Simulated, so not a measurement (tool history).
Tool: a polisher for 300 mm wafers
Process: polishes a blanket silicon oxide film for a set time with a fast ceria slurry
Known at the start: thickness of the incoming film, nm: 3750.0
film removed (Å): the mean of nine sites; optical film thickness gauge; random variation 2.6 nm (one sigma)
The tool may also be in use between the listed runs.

run	hour	flow of slurry (ml/min)	pressure of the wafer on the pad (psi)	speed of the pad under the wafer (m/s)	polishing time (s)	film removed (Å)
1	0.0	270	2.7	1.20	40	7226.8
2	4.6	265	2.4	1.20	40	6689.6
3	10.8	265	2.4	1.34	40	7440.3
4	17.1	265	2.4	1.04	40	5856.1
5	18.8	265	2.2	1.04	40	5435.0
6	26.6	265	2.2	1.04	40	5432.4
7	32.0	265	2.0	1.04	40	5114.4
8	35.7	265	1.9	1.04	40	4990.6
9	40.1	260	1.8	1.04	40	4784.3
10	45.2	255	1.7	1.04	40	4564.9
11	52.9	245	1.7	1.04	40	4551.6
12	54.1	235	1.7	1.04	40	4514.1
13	54.6	225	1.7	1.04	40	4489.4

Run 14 comes next. What will it give?
14	56.5	215	1.7	1.04	40	?

Run 14 gave film removed (Å) 4495.9.
